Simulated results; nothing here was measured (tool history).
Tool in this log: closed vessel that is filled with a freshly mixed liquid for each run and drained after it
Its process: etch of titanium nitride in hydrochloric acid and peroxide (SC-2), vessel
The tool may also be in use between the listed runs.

run  hour  temperature setpoint of the liquid (°C)  parts of water to one part each of 37 % hydrochloric acid and 30 % peroxide (parts by volume)  time in the liquid (s)  thickness taken off the titanium nitride on a monitor wafer (nm)
  1   0.0                                     64.0                                                                                            6.5                     995                                                            79.270
  2   6.3                                     69.5                                                                                            6.5                     995                                                           110.540
  3  13.0                                     69.5                                                                                            6.5                     995                                                           109.960
  4  21.4                                     64.5                                                                                            6.5                     995                                                            82.061
  5  24.5                                     64.5                                                                                            6.5                     995                                                            83.304
  6  27.1                                     64.5                                                                                            4.5                     995                                                           107.810
  7  33.8                                     61.5                                                                                            4.5                     995                                                            88.091
  8  40.0                                     59.5                                                                                            4.5                     995                                                            78.700
  9  49.5                                     58.0                                                                                            4.5                     995                                                            71.130
 10  53.2                                     57.0                                                                                            4.5                     995                                                            67.324

Expected results for the next run?
 11  61.1                                     57.0                                                                                            4.5                     995                                                                 ?

Run 11 came out at thickness taken off the titanium nitride on a monitor wafer (nm) 67.186.

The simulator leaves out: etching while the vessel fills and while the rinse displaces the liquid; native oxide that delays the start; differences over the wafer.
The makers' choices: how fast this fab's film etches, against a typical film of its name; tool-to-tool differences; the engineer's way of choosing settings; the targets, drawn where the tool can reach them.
